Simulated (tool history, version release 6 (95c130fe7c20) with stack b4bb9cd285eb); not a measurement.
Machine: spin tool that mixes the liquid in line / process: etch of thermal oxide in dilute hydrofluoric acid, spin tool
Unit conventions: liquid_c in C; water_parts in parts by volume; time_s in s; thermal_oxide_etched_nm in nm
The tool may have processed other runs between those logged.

run  hour  liquid_c  water_parts  time_s  thermal_oxide_etched_nm
  1     0        23          100      95                   4.3013
  2   4.7      22.5          105      95                   3.9729
  3  13.6        25          105      95                   4.4479
  4  17.1        25          105      95                   4.4036
  5  21.1        24          110      95                   4.0346
  6  29.1        24          110      95                   4.0555
  7  33.7        23          115      95                   3.7026
  8  39.4      22.5          115      95                   3.6352
  9  44.5        22          120      95                   3.3668
 10  46.6      21.5          120      95                   3.3112
 11  52.3        21          120      95                   3.2787
 12  60.1      20.5          120      95                   3.1899
 13  65.9      20.5          120      95                   3.1939
 14  70.2        20          120      95                   3.1027
 15  71.9      19.5          120      95                   3.0407
 16  79.2        19          120      95                   2.9976

Expected results for the next run?
 17  84.8        18          130      95                        ?

thermal_oxide_etched_nm: 2.6217 nm

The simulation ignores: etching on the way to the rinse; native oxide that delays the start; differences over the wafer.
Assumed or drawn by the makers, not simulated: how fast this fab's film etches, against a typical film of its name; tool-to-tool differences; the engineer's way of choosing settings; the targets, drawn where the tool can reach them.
